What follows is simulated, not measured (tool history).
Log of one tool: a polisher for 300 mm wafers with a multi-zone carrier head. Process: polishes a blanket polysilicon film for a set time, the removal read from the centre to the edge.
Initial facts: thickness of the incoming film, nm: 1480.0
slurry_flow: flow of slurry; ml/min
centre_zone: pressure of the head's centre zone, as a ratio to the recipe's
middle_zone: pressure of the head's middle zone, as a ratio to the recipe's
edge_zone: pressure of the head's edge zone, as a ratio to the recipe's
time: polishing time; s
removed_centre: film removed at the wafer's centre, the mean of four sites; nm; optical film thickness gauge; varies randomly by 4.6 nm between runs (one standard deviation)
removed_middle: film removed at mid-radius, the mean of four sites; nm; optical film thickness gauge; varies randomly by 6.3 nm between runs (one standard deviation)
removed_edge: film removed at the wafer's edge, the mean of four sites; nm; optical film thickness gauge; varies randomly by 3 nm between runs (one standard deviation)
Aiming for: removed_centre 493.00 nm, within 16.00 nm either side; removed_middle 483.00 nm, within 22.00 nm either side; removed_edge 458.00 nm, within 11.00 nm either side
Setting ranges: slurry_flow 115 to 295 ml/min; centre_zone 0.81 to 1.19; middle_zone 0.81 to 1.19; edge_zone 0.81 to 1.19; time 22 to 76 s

run,hour,slurry_flow,centre_zone,middle_zone,edge_zone,time,removed_centre,removed_middle,removed_edge
1,0.0,190,1.00,1.00,1.00,49,574.98,598.04,584.29
2,6.2,185,1.00,0.98,0.95,47,539.28,559.77,546.65
3,9.0,180,1.02,0.97,0.91,45,538.53,516.00,505.75
4,10.4,140,1.02,0.97,0.91,45,505.77,500.74,492.32
5,16.1,115,1.02,0.97,0.91,45,483.97,471.14,472.19
6,21.5,115,1.02,0.98,0.90,45,490.63,478.73,475.42
7,26.0,115,1.02,0.99,0.88,45,484.52,478.16,476.86
8,34.7,130,1.08,1.05,0.83,43,517.43,502.28,440.37
9,37.0,125,1.07,1.04,0.85,43,496.27,489.35,440.67

Exercise: of the 5 proposed moves below, exactly one satisfies all targets within the stated allowed misses. Which move is it?
A,39.3,115,1.17,1.03,0.87,44,?,?,?
B,39.3,115,1.10,1.07,0.97,42,?,?,?
C,39.3,125,1.06,1.12,0.81,45,?,?,?
D,39.3,115,1.12,1.00,0.86,44,?,?,?
E,39.3,145,1.06,1.18,0.92,42,?,?,?

move,removed_centre,removed_middle,removed_edge
A,538.53,486.61,455.23
B,483.23,479.90,456.77
C,509.73,545.06,456.48
D,515.26,474.72,453.05
E,492.47,548.37,460.60
A: corrects the largest miss of the last run, while another result sits out of spec
B: all results in spec
C: corrects the largest miss of the last run, while another result sits out of spec
D: corrects the largest miss of the last run, while another result sits out of spec
E: corrects the largest miss of the last run, while another result sits out of spec
Correct choice: B, which meets every target

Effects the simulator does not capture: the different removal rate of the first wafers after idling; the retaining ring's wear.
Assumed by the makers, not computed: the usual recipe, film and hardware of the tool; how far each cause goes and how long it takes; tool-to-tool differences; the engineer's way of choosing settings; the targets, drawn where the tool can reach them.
